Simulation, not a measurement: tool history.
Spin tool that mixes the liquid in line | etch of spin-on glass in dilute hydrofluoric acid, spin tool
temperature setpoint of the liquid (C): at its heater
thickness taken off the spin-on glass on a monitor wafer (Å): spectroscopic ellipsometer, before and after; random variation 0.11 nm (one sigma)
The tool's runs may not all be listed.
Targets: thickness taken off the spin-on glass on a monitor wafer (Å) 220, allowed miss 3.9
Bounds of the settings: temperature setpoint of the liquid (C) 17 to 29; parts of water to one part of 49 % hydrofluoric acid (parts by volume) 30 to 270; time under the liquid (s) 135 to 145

run	hour	temperature setpoint of the liquid (C)	parts of water to one part of 49 % hydrofluoric acid (parts by volume)	time under the liquid (s)	thickness taken off the spin-on glass on a monitor wafer (Å)
1	0	21	150	135	174.81
2	6.8	21	105	135	260.49
3	12.2	20.5	105	135	257.24
4	14.1	20	105	135	250.63
5	20.9	19.5	105	135	245.59
6	24.5	19	105	135	239.33
7	31.2	18.5	105	135	236.37
8	38.1	17.5	105	135	226.82

Which of these 4 next moves meets every target?
A	45	17	110	135	?
B	45	18	115	135	?
C	45	17.5	115	140	?
D	45	17	110	140	?

move	thickness taken off the spin-on glass on a monitor wafer (Å)
A	211.74
B	210.07
C	213.37
D	219.58
A: takes the result that was furthest off past its target
B: takes the result that was furthest off past its target
C: takes the result that was furthest off past its target
D: meets every target
The right move is D.
